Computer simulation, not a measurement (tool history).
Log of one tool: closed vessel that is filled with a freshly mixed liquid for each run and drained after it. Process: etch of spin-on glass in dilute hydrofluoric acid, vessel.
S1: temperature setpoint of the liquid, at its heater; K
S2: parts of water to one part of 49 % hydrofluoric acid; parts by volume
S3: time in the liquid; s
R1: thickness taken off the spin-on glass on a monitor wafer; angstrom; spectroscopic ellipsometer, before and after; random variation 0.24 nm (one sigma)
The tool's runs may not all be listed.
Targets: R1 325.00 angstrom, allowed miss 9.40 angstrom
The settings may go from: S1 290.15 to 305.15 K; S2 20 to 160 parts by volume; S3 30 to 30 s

run,day,S1,S2,S3,R1
1,0.000,297.15,90,30,131.94
2,0.050,297.15,90,30,133.03
3,0.146,297.15,90,30,133.76
4,0.358,298.65,80,30,161.88
5,0.458,295.15,80,30,139.64
6,0.546,297.15,70,30,176.81
7,0.750,297.15,70,30,176.55
8,0.783,298.65,65,30,203.48
9,1.158,300.15,60,30,234.20

5 next moves are on the table. One of them brings every result within its allowed miss. Which?
A,1.533,300.65,80,30,?
B,1.533,301.15,50,30,?
C,1.533,302.65,45,30,?
D,1.533,298.65,65,30,?
E,1.533,300.65,45,30,?

move,R1
A,175.21
B,298.38
C,354.53
D,203.34
E,327.34
A: further off than the last run
B: nearer than the last run, and not there yet
C: takes the result that was furthest off past its target
D: further off than the last run
E: meets every target
The right move is E.
